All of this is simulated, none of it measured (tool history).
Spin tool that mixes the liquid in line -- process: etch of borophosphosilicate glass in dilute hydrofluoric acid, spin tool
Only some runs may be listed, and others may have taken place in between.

run	hour	temperature setpoint of the liquid (K)	parts of water to one part of 49 % hydrofluoric acid (parts by volume)	time under the liquid (s)	thickness taken off the borophosphosilicate glass on a monitor wafer (nm)
1	0.0	294.15	45	45	75.266
2	8.3	294.15	45	45	75.967
3	10.0	294.15	45	45	76.378
4	15.4	294.15	45	45	75.237
5	23.8	294.15	35	45	98.048
6	32.0	294.15	35	45	99.083
7	40.0	296.15	35	45	106.710
8	43.7	297.65	35	45	114.230
9	52.2	298.65	35	45	117.970

Forecast run 10:
10	59.9	302.15	30	45	?

Logged for run 10: thickness taken off the borophosphosilicate glass on a monitor wafer (nm) 158.710.

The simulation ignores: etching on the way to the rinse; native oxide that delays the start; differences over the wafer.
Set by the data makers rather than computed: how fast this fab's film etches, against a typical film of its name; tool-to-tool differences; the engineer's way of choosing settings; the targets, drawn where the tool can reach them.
